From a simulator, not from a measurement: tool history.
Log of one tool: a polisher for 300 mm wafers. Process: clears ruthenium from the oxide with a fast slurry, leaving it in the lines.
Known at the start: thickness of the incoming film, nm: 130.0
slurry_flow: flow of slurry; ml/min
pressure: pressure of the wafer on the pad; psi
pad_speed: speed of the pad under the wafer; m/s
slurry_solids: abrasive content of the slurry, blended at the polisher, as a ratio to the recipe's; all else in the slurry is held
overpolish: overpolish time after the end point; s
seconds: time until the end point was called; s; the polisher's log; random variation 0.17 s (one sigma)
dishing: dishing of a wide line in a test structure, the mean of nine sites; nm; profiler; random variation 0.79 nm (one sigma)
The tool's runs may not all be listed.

run  hour  slurry_flow  pressure  pad_speed  slurry_solids  overpolish  seconds  dishing
  1     0          290       3.3       1.08              1          29   19.998     74.5
  2     2          290       3.4       1.08              1          28    19.61   75.042
  3   8.2          290       3.5       1.08              1          26   19.089   73.978
  4  13.9          290       3.5       1.08            0.9          26   19.594   69.995
  5  18.7          290       3.6       1.08            0.9          26   19.079   73.678
  6  23.1          290       3.6       1.08            0.9          35   18.987   79.332
  7  31.9          290       3.7       1.08            0.9          33   19.045   77.537
  8  34.9          290       3.8       1.08            0.9          31   18.098   76.258

Forecast run 9:
  9  42.7          290       3.8       1.08            0.9          30        ?        ?

Run 9 gave seconds 17.915 s, dishing 75.898 nm.
